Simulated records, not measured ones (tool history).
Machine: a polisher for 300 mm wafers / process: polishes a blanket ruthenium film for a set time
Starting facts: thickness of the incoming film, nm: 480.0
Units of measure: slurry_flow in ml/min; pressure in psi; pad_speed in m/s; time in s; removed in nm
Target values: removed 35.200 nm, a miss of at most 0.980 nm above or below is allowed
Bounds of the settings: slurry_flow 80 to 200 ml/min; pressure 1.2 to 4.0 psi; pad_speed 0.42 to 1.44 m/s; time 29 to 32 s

| run | hour | slurry_flow | pressure | pad_speed | time | removed |
|---|---|---|---|---|---|---|
| 1 | 0.0 | 130 | 2.6 | 0.92 | 32 | 46.037 |
| 2 | 5.5 | 125 | 2.5 | 0.92 | 32 | 43.636 |
| 3 | 9.7 | 105 | 2.5 | 0.92 | 32 | 41.942 |
| 4 | 15.5 | 95 | 2.3 | 0.92 | 32 | 37.776 |
| 5 | 21.0 | 95 | 2.3 | 1.06 | 32 | 42.268 |
| 6 | 25.4 | 95 | 2.2 | 1.06 | 32 | 40.775 |
| 7 | 28.2 | 90 | 2.0 | 1.06 | 32 | 36.832 |
| 8 | 36.1 | 90 | 2.0 | 1.06 | 32 | 36.506 |

4 candidate next runs follow, results not yet known. Just one meets every target within its allowed miss. Identify it.
| A | 44.0 | 90 | 2.1 | 1.08 | 29 | ? |
| B | 44.0 | 80 | 2.2 | 1.18 | 29 | ? |
| C | 44.0 | 80 | 2.4 | 0.96 | 32 | ? |
| D | 44.0 | 105 | 2.4 | 0.96 | 29 | ? |

| move | removed |
|---|---|
| A | 34.624 |
| B | 37.487 |
| C | 37.755 |
| D | 37.350 |
A: each result inside its tolerance
B: moves away from the targets compared with the last run
C: moves away from the targets compared with the last run
D: moves away from the targets compared with the last run
Answer: A
